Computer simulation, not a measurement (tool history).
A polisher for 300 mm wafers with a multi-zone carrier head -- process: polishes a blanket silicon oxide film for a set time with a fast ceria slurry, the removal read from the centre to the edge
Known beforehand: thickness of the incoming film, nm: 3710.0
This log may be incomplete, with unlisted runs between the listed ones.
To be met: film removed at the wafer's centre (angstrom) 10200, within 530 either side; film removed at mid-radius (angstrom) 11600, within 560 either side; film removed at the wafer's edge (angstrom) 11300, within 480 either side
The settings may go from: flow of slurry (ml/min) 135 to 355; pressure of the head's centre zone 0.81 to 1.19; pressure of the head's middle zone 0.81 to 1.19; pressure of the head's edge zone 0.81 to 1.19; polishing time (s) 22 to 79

run  hour  flow of slurry (ml/min)  pressure of the head's centre zone  pressure of the head's middle zone  pressure of the head's edge zone  polishing time (s)  film removed at the wafer's centre (angstrom)  film removed at mid-radius (angstrom)  film removed at the wafer's edge (angstrom)
  1     0                      225                                   1                                   1                                 1                  50                                         7633.4                                 7306.3                                       7702.3
  2     5                      265                                   1                                   1                                 1                  50                                         7796.9                                   7401                                       7862.3
  3  12.1                      265                                   1                                1.05                                 1                  50                                         7629.1                                 7981.9                                       7838.7
  4  12.7                      210                                   1                                1.05                                 1                  50                                         7576.7                                 7665.9                                       7819.4
  5  14.5                      210                                   1                                1.08                              1.03                  55                                         8249.7                                 8517.5                                       8501.2
  6  17.7                      210                                0.98                                1.09                              1.04                  60                                         8820.3                                 9386.1                                       9513.5
  7  23.2                      210                                0.98                                1.09                              1.04                  60                                         9050.4                                 9700.4                                       9278.9
  8  26.6                      210                                0.95                                1.09                              1.08                  63                                         9158.5                                 9964.1                                        10033

4 candidate next runs follow, results not yet known. Just one meets every target within its allowed miss. Identify it.
  A    30                      230                                1.05                                0.83                              1.17                  65                                              ?                                      ?                                            ?
  B    30                      220                                1.01                                0.96                              1.15                  74                                              ?                                      ?                                            ?
  C    30                      170                                0.89                                 0.9                              1.11                  79                                              ?                                      ?                                            ?
  D    30                      245                                0.95                                1.15                               1.1                  70                                              ?                                      ?                                            ?

move  film removed at the wafer's centre (angstrom)  film removed at mid-radius (angstrom)  film removed at the wafer's edge (angstrom)
   A                                          10378                                 8249.3                                        10867
   B                                          11299                                  10536                                        12197
   C                                          10160                                  10257                                        12452
   D                                          10215                                  11785                                        11386
A: further off than the last run
B: moves toward the targets from the last run without getting all of them in spec
C: moves toward the targets from the last run without getting all of them in spec
D: every result lands within tolerance
So the answer is move D, the one that meets all the targets.

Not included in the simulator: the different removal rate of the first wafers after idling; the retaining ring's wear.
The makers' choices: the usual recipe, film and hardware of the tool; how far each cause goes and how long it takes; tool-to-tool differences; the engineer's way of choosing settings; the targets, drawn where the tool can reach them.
